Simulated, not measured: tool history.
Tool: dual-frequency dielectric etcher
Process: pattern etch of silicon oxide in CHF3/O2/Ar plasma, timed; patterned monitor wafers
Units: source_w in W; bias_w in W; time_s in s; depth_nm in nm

run    day  source_w  bias_w  time_s  depth_nm
  1      0       750     138   393.5    765.54
  2  0.233       750     138   359.5    698.47
  3   0.35       750     149   359.5    716.52
  4    0.4       790     151     360    732.03
  5  0.596       790     130     360    708.95
  6  0.858       790     130   359.5    697.77

The next listed run, before its measurement:
  7  1.071       820     136   361.5         ?

depth_nm: 730.75 nm

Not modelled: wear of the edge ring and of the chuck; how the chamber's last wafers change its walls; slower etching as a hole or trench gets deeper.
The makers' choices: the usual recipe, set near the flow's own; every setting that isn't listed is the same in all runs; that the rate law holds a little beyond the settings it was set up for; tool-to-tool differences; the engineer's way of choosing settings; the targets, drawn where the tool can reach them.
